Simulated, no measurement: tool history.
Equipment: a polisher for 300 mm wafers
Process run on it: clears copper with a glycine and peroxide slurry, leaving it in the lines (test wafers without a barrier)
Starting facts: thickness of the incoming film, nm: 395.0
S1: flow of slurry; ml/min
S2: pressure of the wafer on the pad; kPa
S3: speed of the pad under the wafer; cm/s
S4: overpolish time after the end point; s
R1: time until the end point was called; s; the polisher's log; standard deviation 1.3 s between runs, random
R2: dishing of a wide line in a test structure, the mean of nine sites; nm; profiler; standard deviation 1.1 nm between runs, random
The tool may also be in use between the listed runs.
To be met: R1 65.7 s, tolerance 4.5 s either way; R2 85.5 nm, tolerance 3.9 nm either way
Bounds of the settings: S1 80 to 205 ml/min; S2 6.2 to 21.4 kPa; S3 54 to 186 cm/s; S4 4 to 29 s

| run | hour | S1 | S2 | S3 | S4 | R1 | R2 |
|---|---|---|---|---|---|---|---|
| 1 | 0 | 135 | 13.8 | 118 | 15 | 86.774 | 43.812 |
| 2 | 1.4 | 105 | 13.8 | 118 | 15 | 92.387 | 42.638 |
| 3 | 4 | 105 | 15.9 | 118 | 15 | 84.714 | 47.096 |
| 4 | 5 | 100 | 17.2 | 122 | 17 | 79.465 | 55.244 |
| 5 | 7.2 | 100 | 17.2 | 122 | 23 | 78.45 | 69.634 |
| 6 | 15.3 | 105 | 17.9 | 122 | 23 | 74.551 | 73.716 |
| 7 | 17.6 | 110 | 18.6 | 122 | 23 | 71.901 | 74.557 |
| 8 | 23.8 | 110 | 20 | 124 | 24 | 66.518 | 81.48 |

Of the 4 settings listed for the next run, only one would bring every result within its allowed miss of target. Which one?
| A | 30 | 100 | 18.6 | 116 | 29 | ? | ? |
| B | 30 | 120 | 20 | 126 | 21 | ? | ? |
| C | 30 | 115 | 20.7 | 122 | 28 | ? | ? |
| D | 30 | 135 | 21.4 | 108 | 25 | ? | ? |

| move | R1 | R2 |
|---|---|---|
| A | 74.392 | 84.873 |
| B | 63.072 | 76.245 |
| C | 63.421 | 93.097 |
| D | 64.877 | 85.494 |
A: corrects the largest miss of the last run, while another result sits out of spec
B: the biggest miss grows against the last run
C: carries the result that was furthest off beyond its target, to the other side
D: meets every target
Go with D: it meets all targets.

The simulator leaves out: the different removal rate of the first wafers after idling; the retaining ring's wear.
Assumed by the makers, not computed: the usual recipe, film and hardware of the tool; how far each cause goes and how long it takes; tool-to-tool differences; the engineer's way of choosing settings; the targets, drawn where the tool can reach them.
